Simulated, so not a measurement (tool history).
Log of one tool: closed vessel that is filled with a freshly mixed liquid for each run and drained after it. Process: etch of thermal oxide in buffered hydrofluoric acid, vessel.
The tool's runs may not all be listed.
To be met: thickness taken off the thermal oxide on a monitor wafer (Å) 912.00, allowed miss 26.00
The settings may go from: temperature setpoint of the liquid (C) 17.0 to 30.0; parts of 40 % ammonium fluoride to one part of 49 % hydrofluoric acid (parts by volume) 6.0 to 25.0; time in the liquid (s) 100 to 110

| run | hour | temperature setpoint of the liquid (C) | parts of 40 % ammonium fluoride to one part of 49 % hydrofluoric acid (parts by volume) | time in the liquid (s) | thickness taken off the thermal oxide on a monitor wafer (Å) |
|---|---|---|---|---|---|
| 1 | 0.0 | 22.0 | 15.5 | 100 | 644.80 |
| 2 | 5.9 | 22.0 | 15.5 | 110 | 714.09 |
| 3 | 10.9 | 22.5 | 15.5 | 110 | 728.95 |
| 4 | 12.8 | 23.0 | 15.5 | 110 | 750.97 |
| 5 | 16.9 | 23.0 | 15.5 | 100 | 687.39 |
|  | 21.3 | thermometer replaced |
| 6 | 21.3 | 20.5 | 15.5 | 100 | 677.39 |
| 7 | 28.5 | 24.5 | 11.5 | 100 | 1131.10 |
| 8 | 36.5 | 24.0 | 11.5 | 100 | 1089.10 |

Which of these 5 next moves meets every target?
| A | 44.5 | 17.5 | 11.0 | 100 | ? |
| B | 44.5 | 25.5 | 13.5 | 100 | ? |
| C | 44.5 | 25.5 | 15.0 | 100 | ? |
| D | 44.5 | 25.5 | 10.5 | 105 | ? |
| E | 44.5 | 24.0 | 12.5 | 100 | ? |

| move | thickness taken off the thermal oxide on a monitor wafer (Å) |
|---|---|
| A | 800.97 |
| B | 1021.80 |
| C | 921.47 |
| D | 1371.40 |
| E | 1015.60 |
A: takes the result that was furthest off past its target
B: nearer than the last run, and not there yet
C: meets every target
D: further off than the last run
E: nearer than the last run, and not there yet
The right move is C.
